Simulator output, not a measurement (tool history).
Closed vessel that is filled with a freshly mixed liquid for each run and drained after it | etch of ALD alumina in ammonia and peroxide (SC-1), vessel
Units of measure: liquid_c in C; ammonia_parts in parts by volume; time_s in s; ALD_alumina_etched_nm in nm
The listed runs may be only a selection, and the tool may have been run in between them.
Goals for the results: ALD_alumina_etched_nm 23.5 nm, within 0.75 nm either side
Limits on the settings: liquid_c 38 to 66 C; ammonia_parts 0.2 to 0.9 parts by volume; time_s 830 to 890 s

run,hour,liquid_c,ammonia_parts,time_s,ALD_alumina_etched_nm
1,0,50,0.5,830,40.5
2,4.3,56,0.5,830,57.18
3,6.6,61.5,0.5,830,76.278
4,8.9,56,0.5,830,56.197
5,15,56,0.5,890,60.013
6,20.7,56,0.5,890,60.73
7,28.9,50,0.5,890,44.137
8,30.3,46,0.5,890,35.202
9,36.8,43.5,0.5,890,30.213
10,38.8,38.5,0.5,890,22.327

4 candidate next runs follow, results not yet known. Just one meets every target within its allowed miss. Identify it.
A,40.8,38,0.45,830,?
B,40.8,40.5,0.5,880,?
C,40.8,39,0.5,890,?
D,40.8,40,0.5,890,?

move,ALD_alumina_etched_nm
A,20.452
B,25.408
C,23.515
D,24.95
A: its largest miss is bigger than the last run's
B: the result that was furthest off in the last run now lies on the other side of its target
C: hits every target within its allowed miss
D: the result that was furthest off in the last run now lies on the other side of its target
Go with C: it meets all targets.
